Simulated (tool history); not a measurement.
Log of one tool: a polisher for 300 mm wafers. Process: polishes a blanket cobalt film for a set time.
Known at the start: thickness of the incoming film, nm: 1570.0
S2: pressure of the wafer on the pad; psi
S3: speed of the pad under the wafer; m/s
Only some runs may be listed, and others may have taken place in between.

run 1 hour=0.0 | flow_of_slurry_(ml/min)=300 S2=1.5 S3=0.86 polishing_time_(s)=53 | film_removed_(angstrom)=1837.3
run 2 hour=3.8 | flow_of_slurry_(ml/min)=300 S2=1.3 S3=0.86 polishing_time_(s)=53 | film_removed_(angstrom)=1589.4
run 3 hour=9.5 | flow_of_slurry_(ml/min)=300 S2=1.3 S3=0.72 polishing_time_(s)=53 | film_removed_(angstrom)=1347.4
run 4 hour=11.1 | flow_of_slurry_(ml/min)=300 S2=1.3 S3=0.86 polishing_time_(s)=53 | film_removed_(angstrom)=1595.7
run 5 hour=17.9 | flow_of_slurry_(ml/min)=300 S2=1.0 S3=0.86 polishing_time_(s)=53 | film_removed_(angstrom)=1242.0
run 6 hour=23.3 | flow_of_slurry_(ml/min)=300 S2=1.2 S3=0.86 polishing_time_(s)=53 | film_removed_(angstrom)=1470.6
run 7 hour=25.8 | flow_of_slurry_(ml/min)=300 S2=1.3 S3=0.86 polishing_time_(s)=53 | film_removed_(angstrom)=1587.9
run 8 hour=34.6 | flow_of_slurry_(ml/min)=300 S2=1.4 S3=0.86 polishing_time_(s)=53 | film_removed_(angstrom)=1708.1

Estimate the outcome of run 9 from the log above:
run 9 hour=40.1 | flow_of_slurry_(ml/min)=300 S2=1.5 S3=0.86 polishing_time_(s)=53 | film_removed_(angstrom)=?

film removed (angstrom): 1827.5
